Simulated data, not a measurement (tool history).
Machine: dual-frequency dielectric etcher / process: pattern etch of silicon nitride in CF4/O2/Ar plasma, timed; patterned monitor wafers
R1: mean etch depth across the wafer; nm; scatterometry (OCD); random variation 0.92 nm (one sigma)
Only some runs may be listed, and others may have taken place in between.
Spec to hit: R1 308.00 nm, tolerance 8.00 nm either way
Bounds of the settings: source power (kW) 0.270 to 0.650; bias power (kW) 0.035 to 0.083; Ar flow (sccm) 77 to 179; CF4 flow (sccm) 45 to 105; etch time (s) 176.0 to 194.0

run 1 hour=0.0 | source_power_(kW)=0.460 bias_power_(kW)=0.059 Ar_flow_(sccm)=128 CF4_flow_(sccm)=75 etch_time_(s)=194.0 | R1=344.46
run 2 hour=1.3 | source_power_(kW)=0.460 bias_power_(kW)=0.059 Ar_flow_(sccm)=115 CF4_flow_(sccm)=75 etch_time_(s)=194.0 | R1=347.07
run 3 hour=8.2 | source_power_(kW)=0.500 bias_power_(kW)=0.059 Ar_flow_(sccm)=115 CF4_flow_(sccm)=75 etch_time_(s)=194.0 | R1=375.30
run 4 hour=15.9 | source_power_(kW)=0.560 bias_power_(kW)=0.059 Ar_flow_(sccm)=115 CF4_flow_(sccm)=75 etch_time_(s)=194.0 | R1=417.43
run 5 hour=23.4 | source_power_(kW)=0.530 bias_power_(kW)=0.059 Ar_flow_(sccm)=115 CF4_flow_(sccm)=75 etch_time_(s)=194.0 | R1=395.39
run 6 hour=30.0 | source_power_(kW)=0.570 bias_power_(kW)=0.059 Ar_flow_(sccm)=115 CF4_flow_(sccm)=75 etch_time_(s)=194.0 | R1=420.63
run 7 hour=33.1 | source_power_(kW)=0.540 bias_power_(kW)=0.058 Ar_flow_(sccm)=115 CF4_flow_(sccm)=75 etch_time_(s)=194.0 | R1=400.49
run 8 hour=38.0 | source_power_(kW)=0.440 bias_power_(kW)=0.055 Ar_flow_(sccm)=117 CF4_flow_(sccm)=74 etch_time_(s)=193.5 | R1=319.40

4 candidate next runs follow, results not yet known. Just one meets every target within its allowed miss. Identify it.
run A hour=42.9 | source_power_(kW)=0.450 bias_power_(kW)=0.058 Ar_flow_(sccm)=111 CF4_flow_(sccm)=75 etch_time_(s)=194.0 | R1=?
run B hour=42.9 | source_power_(kW)=0.500 bias_power_(kW)=0.051 Ar_flow_(sccm)=111 CF4_flow_(sccm)=73 etch_time_(s)=191.0 | R1=?
run C hour=42.9 | source_power_(kW)=0.450 bias_power_(kW)=0.060 Ar_flow_(sccm)=113 CF4_flow_(sccm)=77 etch_time_(s)=194.0 | R1=?
run D hour=42.9 | source_power_(kW)=0.410 bias_power_(kW)=0.069 Ar_flow_(sccm)=108 CF4_flow_(sccm)=88 etch_time_(s)=176.0 | R1=?

move=A R1=338.52
move=B R1=345.55
move=C R1=344.62
move=D R1=311.98
A: misses by more than the last run did
B: misses by more than the last run did
C: misses by more than the last run did
D: all results in spec
Correct choice: D, which meets every target
